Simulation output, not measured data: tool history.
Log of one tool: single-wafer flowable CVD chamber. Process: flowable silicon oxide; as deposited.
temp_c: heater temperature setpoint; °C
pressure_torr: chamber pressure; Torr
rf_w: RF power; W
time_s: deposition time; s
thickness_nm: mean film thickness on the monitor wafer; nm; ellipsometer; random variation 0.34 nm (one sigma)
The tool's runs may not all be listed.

run 1 hour=0 | temp_c=100 pressure_torr=0.968 rf_w=1790 time_s=304 | thickness_nm=216.84
run 2 hour=2.4 | temp_c=100 pressure_torr=0.968 rf_w=1790 time_s=289 | thickness_nm=206.16
run 3 hour=5.9 | temp_c=100 pressure_torr=0.968 rf_w=1585 time_s=289 | thickness_nm=200.17
run 4 hour=9.1 | temp_c=100 pressure_torr=0.968 rf_w=1585 time_s=304 | thickness_nm=211.64
run 5 hour=13.8 | temp_c=102 pressure_torr=0.968 rf_w=1585 time_s=304 | thickness_nm=198.57
run 6 hour=14.5 | temp_c=102 pressure_torr=0.968 rf_w=1585 time_s=289 | thickness_nm=188.63
run 7 hour=16.6 | temp_c=103 pressure_torr=0.968 rf_w=1585 time_s=289 | thickness_nm=184.48
run 8 hour=21.5 | temp_c=104 pressure_torr=0.968 rf_w=1585 time_s=289 | thickness_nm=177.62
run 9 hour=24.7 | temp_c=105 pressure_torr=0.968 rf_w=1585 time_s=289 | thickness_nm=173.35
run 10 hour=31.2 | temp_c=106 pressure_torr=0.968 rf_w=1585 time_s=289 | thickness_nm=168.84
run 11 hour=35.9 | temp_c=107 pressure_torr=0.968 rf_w=1585 time_s=289 | thickness_nm=163.27
run 12 hour=37.9 | temp_c=108 pressure_torr=0.968 rf_w=1585 time_s=289 | thickness_nm=158.25

The next listed run, before its measurement:
run 13 hour=43.6 | temp_c=109 pressure_torr=0.968 rf_w=1585 time_s=289 | thickness_nm=?

Run 13 gave thickness_nm 154.3 nm.
